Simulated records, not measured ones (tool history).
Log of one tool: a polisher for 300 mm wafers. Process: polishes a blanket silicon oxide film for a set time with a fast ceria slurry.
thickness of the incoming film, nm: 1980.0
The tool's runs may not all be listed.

run,hour,flow of slurry (ml/min),pressure of the wafer on the pad (psi),speed of the pad under the wafer (m/s),polishing time (s),film removed (angstrom)
1,0,190,1.7,1.24,24,2582.3
2,3.3,215,1.7,1.24,24,2648.7
3,5.5,215,1.8,1.24,24,2783.2
4,12.1,215,1.8,1.24,24,2766.5
5,21,215,1.9,1.24,24,2931.8
6,26.9,215,1.7,1.24,24,2611.1
7,29.8,215,1.8,1.24,24,2863.5
8,38.3,220,1.9,1.24,24,2935.5

Forecast run 9:
9,44.9,220,2,1.24,24,?

{"run 9": {"film removed (angstrom)": 3097.5}}

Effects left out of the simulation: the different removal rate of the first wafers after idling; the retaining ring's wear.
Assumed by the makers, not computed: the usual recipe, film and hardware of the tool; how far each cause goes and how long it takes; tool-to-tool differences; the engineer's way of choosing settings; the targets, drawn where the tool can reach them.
